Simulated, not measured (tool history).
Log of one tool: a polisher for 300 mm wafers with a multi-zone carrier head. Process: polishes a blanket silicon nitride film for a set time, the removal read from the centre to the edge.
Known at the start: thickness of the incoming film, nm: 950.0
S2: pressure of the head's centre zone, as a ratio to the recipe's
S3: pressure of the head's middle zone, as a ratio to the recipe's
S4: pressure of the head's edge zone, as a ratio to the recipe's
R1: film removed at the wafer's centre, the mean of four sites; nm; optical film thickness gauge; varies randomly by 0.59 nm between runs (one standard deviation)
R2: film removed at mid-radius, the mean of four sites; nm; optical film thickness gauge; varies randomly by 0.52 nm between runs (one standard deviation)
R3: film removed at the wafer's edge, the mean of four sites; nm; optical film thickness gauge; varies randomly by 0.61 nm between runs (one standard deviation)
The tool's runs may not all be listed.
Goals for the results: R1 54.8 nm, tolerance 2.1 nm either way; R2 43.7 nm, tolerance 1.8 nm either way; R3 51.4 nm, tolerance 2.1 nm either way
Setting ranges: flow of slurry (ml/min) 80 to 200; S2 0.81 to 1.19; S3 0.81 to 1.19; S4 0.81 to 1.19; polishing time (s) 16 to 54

{"run": 1, "hour": 0.0, "flow of slurry (ml/min)": 130, "S2": 1, "S3": 1, "S4": 1, "polishing time (s)": 35, "R1": 73.112, "R2": 69.42, "R3": 65.695}
{"run": 2, "hour": 3.0, "flow of slurry (ml/min)": 130, "S2": 1, "S3": 1, "S4": 1, "polishing time (s)": 38, "R1": 76.875, "R2": 74.341, "R3": 71.978}
{"run": 3, "hour": 11.6, "flow of slurry (ml/min)": 130, "S2": 1, "S3": 1, "S4": 1.04, "polishing time (s)": 38, "R1": 79.867, "R2": 73.722, "R3": 72.715}
{"run": 4, "hour": 20.5, "flow of slurry (ml/min)": 130, "S2": 0.93, "S3": 1, "S4": 1.04, "polishing time (s)": 38, "R1": 73.302, "R2": 74.478, "R3": 74.392}
{"run": 5, "hour": 24.4, "flow of slurry (ml/min)": 130, "S2": 0.93, "S3": 1, "S4": 1.04, "polishing time (s)": 31, "R1": 59.54, "R2": 60.278, "R3": 59.245}
{"run": 6, "hour": 31.3, "flow of slurry (ml/min)": 130, "S2": 0.93, "S3": 1.05, "S4": 1.04, "polishing time (s)": 31, "R1": 59.384, "R2": 64.652, "R3": 60.589}
{"run": 7, "hour": 33.9, "flow of slurry (ml/min)": 95, "S2": 0.94, "S3": 0.95, "S4": 1.02, "polishing time (s)": 29, "R1": 51.46, "R2": 49.452, "R3": 51.04}
{"run": 8, "hour": 35.7, "flow of slurry (ml/min)": 95, "S2": 0.96, "S3": 0.92, "S4": 1.04, "polishing time (s)": 29, "R1": 52.398, "R2": 47.72, "R3": 52.424}

Which single option among these 4 for the next run brings every result within its allowed miss of target? Just one does.
{"run": "A", "hour": 37.5, "flow of slurry (ml/min)": 115, "S2": 1.01, "S3": 0.82, "S4": 1.03, "polishing time (s)": 27, "R1": "?", "R2": "?", "R3": "?"}
{"run": "B", "hour": 37.5, "flow of slurry (ml/min)": 80, "S2": 1, "S3": 0.94, "S4": 0.96, "polishing time (s)": 30, "R1": "?", "R2": "?", "R3": "?"}
{"run": "C", "hour": 37.5, "flow of slurry (ml/min)": 120, "S2": 0.92, "S3": 0.95, "S4": 1.07, "polishing time (s)": 27, "R1": "?", "R2": "?", "R3": "?"}
{"run": "D", "hour": 37.5, "flow of slurry (ml/min)": 90, "S2": 1.02, "S3": 0.95, "S4": 1.14, "polishing time (s)": 28, "R1": "?", "R2": "?", "R3": "?"}

move=A R1=52.942 R2=43.33 R3=50.95
move=B R1=50.389 R2=47.529 R3=50.573
move=C R1=48.897 R2=49.526 R3=52.068
move=D R1=50.684 R2=46.895 R3=52.159
A: each result inside its tolerance
B: about as far from the targets as the last run
C: moves away from the targets compared with the last run
D: closer than the last run, but not yet in spec
Go with A: it meets all targets.

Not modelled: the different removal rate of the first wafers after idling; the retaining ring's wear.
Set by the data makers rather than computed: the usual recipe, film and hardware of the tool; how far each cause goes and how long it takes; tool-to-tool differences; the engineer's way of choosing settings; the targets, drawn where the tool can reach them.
